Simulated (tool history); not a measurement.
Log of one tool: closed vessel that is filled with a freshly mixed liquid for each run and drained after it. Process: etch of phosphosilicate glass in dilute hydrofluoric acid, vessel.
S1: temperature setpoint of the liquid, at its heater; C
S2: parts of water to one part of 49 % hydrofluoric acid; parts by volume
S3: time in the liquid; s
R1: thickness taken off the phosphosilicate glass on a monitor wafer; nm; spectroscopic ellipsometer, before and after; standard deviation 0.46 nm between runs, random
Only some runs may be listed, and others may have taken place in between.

| run | hour | S1 | S2 | S3 | R1 |
|---|---|---|---|---|---|
| 1 | 0.0 | 23.0 | 135 | 95 | 81.852 |
| 2 | 6.0 | 20.0 | 135 | 95 | 71.853 |
| 3 | 9.9 | 18.5 | 135 | 95 | 67.438 |
| 4 | 15.3 | 21.0 | 135 | 95 | 75.290 |
| 5 | 24.4 | 20.0 | 135 | 95 | 72.331 |
| 6 | 25.7 | 19.5 | 135 | 95 | 70.752 |
| 7 | 27.5 | 19.0 | 135 | 95 | 69.835 |

For run 8, what comes out?
| 8 | 29.1 | 18.5 | 135 | 95 | ? |

R1: 67.644 nm
